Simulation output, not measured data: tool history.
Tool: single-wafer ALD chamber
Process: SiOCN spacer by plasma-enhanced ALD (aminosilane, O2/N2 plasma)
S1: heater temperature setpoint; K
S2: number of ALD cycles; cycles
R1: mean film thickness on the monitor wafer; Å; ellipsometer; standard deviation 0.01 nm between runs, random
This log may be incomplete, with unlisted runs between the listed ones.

{"run": 1, "day": 0.0, "S1": 678.15, "S2": 66, "R1": 39.262}
{"run": 2, "day": 0.342, "S1": 671.15, "S2": 66, "R1": 40.152}
{"run": 3, "day": 0.554, "S1": 671.15, "S2": 60, "R1": 36.383}
{"run": 4, "day": 0.792, "S1": 674.15, "S2": 58, "R1": 34.953}
{"day": 0.821, "done": "thermocouple changed; heater temperature recalibrated"}
{"run": 5, "day": 0.821, "S1": 680.15, "S2": 58, "R1": 34.841}
{"run": 6, "day": 0.971, "S1": 671.15, "S2": 58, "R1": 35.333}
{"run": 7, "day": 1.25, "S1": 673.15, "S2": 56, "R1": 34.184}

Run 8, settings as shown, results not yet in. Your forecast:
{"run": 8, "day": 1.321, "S1": 675.15, "S2": 54, "R1": "?"}

{"run 8": {"R1": 33.079}}
